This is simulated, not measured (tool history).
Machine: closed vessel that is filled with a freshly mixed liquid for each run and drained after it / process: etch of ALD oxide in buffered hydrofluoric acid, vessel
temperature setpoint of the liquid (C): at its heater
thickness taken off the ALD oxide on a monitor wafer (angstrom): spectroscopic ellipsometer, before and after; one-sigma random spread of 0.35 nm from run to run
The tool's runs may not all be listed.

run	hour	temperature setpoint of the liquid (C)	parts of 40 % ammonium fluoride to one part of 49 % hydrofluoric acid (parts by volume)	time in the liquid (s)	thickness taken off the ALD oxide on a monitor wafer (angstrom)
1	0.0	23.0	13.0	30	767.32
2	4.4	23.0	10.5	30	950.65
3	11.1	20.0	10.5	30	798.36
4	15.1	20.0	7.0	30	1189.00
5	21.8	20.0	7.0	30	1177.40
6	29.9	23.5	7.0	30	1441.50
7	38.8	21.5	9.0	30	981.51
8	40.8	20.0	10.5	30	800.97

Run 9 is up next; what results do you expect?
9	45.8	19.0	11.5	30	?

{"run 9": {"thickness taken off the ALD oxide on a monitor wafer (angstrom)": 697.03}}
